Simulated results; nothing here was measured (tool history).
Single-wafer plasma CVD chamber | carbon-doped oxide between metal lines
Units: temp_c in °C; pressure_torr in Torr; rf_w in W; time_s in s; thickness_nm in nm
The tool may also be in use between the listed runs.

| run | day | temp_c | pressure_torr | rf_w | time_s | thickness_nm |
|---|---|---|---|---|---|---|
| 1 | 0.000 | 330 | 5.28 | 555 | 6.98 | 43.433 |
| 2 | 0.075 | 330 | 5.28 | 555 | 6.66 | 41.307 |
| 3 | 0.142 | 330 | 5.28 | 525 | 6.66 | 40.099 |
| 4 | 0.192 | 325 | 5.28 | 525 | 6.66 | 41.159 |
| 5 | 0.317 | 325 | 5.28 | 495 | 6.66 | 40.316 |
| 6 | 0.433 | 326 | 5.25 | 495 | 6.66 | 39.685 |
| 7 | 0.779 | 327 | 5.23 | 495 | 6.66 | 39.746 |

Run 8 comes next. What will it give?
| 8 | 0.912 | 328 | 5.21 | 495 | 6.66 | ? |

Run 8 gave thickness_nm 39.972 nm.

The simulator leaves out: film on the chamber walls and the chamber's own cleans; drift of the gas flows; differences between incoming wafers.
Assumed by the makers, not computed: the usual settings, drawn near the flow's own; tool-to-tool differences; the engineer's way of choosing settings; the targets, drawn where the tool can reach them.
